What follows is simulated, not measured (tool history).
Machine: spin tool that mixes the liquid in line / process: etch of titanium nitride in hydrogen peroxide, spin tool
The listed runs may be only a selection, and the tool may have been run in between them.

run,day,temperature setpoint of the liquid (C),concentration of hydrogen peroxide in the mixed liquid (% by weight),time under the liquid (s),thickness taken off the titanium nitride on a monitor wafer (Å)
1,0,43,21,320,56.887
2,0.046,43,21,345,61.825
3,0.262,42,21,345,55.978
4,0.412,42,21,320,52.469
5,0.717,42,21,320,52.985
6,0.921,41.5,21,320,51.087
7,0.95,41,21,320,49.234

Estimate the outcome of run 8 from the log above:
8,1.242,40.5,21,320,?

{"run 8": {"thickness taken off the titanium nitride on a monitor wafer (Å)": 47.246}}

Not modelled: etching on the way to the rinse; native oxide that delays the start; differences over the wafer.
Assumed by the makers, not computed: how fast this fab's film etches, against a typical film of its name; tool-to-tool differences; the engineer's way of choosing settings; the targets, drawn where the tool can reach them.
